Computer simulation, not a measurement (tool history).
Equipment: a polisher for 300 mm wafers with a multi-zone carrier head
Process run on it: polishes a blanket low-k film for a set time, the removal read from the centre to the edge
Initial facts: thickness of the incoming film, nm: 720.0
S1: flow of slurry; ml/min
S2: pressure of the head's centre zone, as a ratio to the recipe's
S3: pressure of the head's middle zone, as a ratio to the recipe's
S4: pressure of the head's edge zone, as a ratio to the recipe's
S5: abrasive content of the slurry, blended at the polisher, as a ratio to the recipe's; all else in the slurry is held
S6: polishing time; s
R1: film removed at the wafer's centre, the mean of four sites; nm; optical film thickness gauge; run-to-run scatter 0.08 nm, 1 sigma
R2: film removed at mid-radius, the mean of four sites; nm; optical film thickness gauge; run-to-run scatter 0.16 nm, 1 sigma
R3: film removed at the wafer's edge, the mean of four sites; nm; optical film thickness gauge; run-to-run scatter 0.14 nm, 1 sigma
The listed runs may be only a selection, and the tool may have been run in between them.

{"run": 1, "hour": 0.0, "S1": 280, "S2": 1.0, "S3": 1.0, "S4": 1.0, "S5": 1.0, "S6": 42, "R1": 13.038, "R2": 13.201, "R3": 13.168}
{"run": 2, "hour": 8.2, "S1": 280, "S2": 0.95, "S3": 1.0, "S4": 1.0, "S5": 1.0, "S6": 42, "R1": 12.28, "R2": 13.439, "R3": 13.155}
{"run": 3, "hour": 11.4, "S1": 280, "S2": 0.95, "S3": 1.0, "S4": 0.96, "S5": 1.0, "S6": 42, "R1": 12.398, "R2": 13.172, "R3": 12.912}
{"run": 4, "hour": 19.5, "S1": 280, "S2": 0.87, "S3": 1.0, "S4": 0.96, "S5": 1.0, "S6": 42, "R1": 11.152, "R2": 12.892, "R3": 13.011}
{"run": 5, "hour": 28.2, "S1": 280, "S2": 0.89, "S3": 1.0, "S4": 0.93, "S5": 0.95, "S6": 42, "R1": 11.28, "R2": 12.989, "R3": 12.62}
{"run": 6, "hour": 29.0, "S1": 280, "S2": 0.9, "S3": 0.99, "S4": 0.91, "S5": 0.9, "S6": 42, "R1": 11.124, "R2": 12.317, "R3": 12.152}

Run 7 is up next; what results do you expect?
{"run": 7, "hour": 36.3, "S1": 280, "S2": 0.91, "S3": 0.99, "S4": 0.89, "S5": 0.9, "S6": 42, "R1": "?", "R2": "?", "R3": "?"}

R1: 11.165 nm
R2: 12.600 nm
R3: 11.910 nm

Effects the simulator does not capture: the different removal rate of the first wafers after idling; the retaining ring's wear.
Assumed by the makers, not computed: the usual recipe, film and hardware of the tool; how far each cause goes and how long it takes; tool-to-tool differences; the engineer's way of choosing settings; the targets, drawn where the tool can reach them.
